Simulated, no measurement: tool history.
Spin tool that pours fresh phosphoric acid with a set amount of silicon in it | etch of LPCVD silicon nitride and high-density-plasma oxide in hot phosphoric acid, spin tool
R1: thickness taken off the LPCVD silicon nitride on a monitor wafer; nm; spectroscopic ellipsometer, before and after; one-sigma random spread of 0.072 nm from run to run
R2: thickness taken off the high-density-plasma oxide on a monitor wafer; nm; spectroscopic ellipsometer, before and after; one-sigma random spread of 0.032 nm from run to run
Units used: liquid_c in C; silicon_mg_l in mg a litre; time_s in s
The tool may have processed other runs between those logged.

run 1 hour=0.0 | liquid_c=160.0 silicon_mg_l=21.0 time_s=110 | R1=9.0249 R2=0.23934
run 2 hour=6.8 | liquid_c=160.0 silicon_mg_l=21.0 time_s=150 | R1=12.0810 R2=0.37804
run 3 hour=8.0 | liquid_c=160.0 silicon_mg_l=21.0 time_s=170 | R1=13.7520 R2=0.45001
run 4 hour=10.4 | liquid_c=160.0 silicon_mg_l=21.0 time_s=215 | R1=17.2710 R2=0.55298
run 5 hour=13.2 | liquid_c=161.5 silicon_mg_l=21.0 time_s=215 | R1=18.4320 R2=0.54580
run 6 hour=21.1 | liquid_c=161.0 silicon_mg_l=21.0 time_s=205 | R1=17.3180 R2=0.55232
run 7 hour=28.3 | liquid_c=160.5 silicon_mg_l=20.5 time_s=195 | R1=16.0410 R2=0.45757
run 8 hour=34.8 | liquid_c=160.0 silicon_mg_l=19.0 time_s=185 | R1=15.2950 R2=0.50620
run 9 hour=40.7 | liquid_c=159.5 silicon_mg_l=19.0 time_s=180 | R1=14.3560 R2=0.47308
run 10 hour=47.4 | liquid_c=159.0 silicon_mg_l=18.5 time_s=175 | R1=13.6560 R2=0.37173
run 11 hour=48.1 | liquid_c=159.5 silicon_mg_l=17.5 time_s=170 | R1=13.5330 R2=0.40834
run 12 hour=56.3 | liquid_c=159.5 silicon_mg_l=17.5 time_s=170 | R1=13.4480 R2=0.42911
run 13 hour=65.2 | liquid_c=159.5 silicon_mg_l=16.5 time_s=165 | R1=13.1990 R2=0.47064

Estimate the outcome of run 14 from the log above:
run 14 hour=67.1 | liquid_c=159.5 silicon_mg_l=16.5 time_s=160 | R1=? R2=?

R1: 12.7740 nm
R2: 0.34785 nm
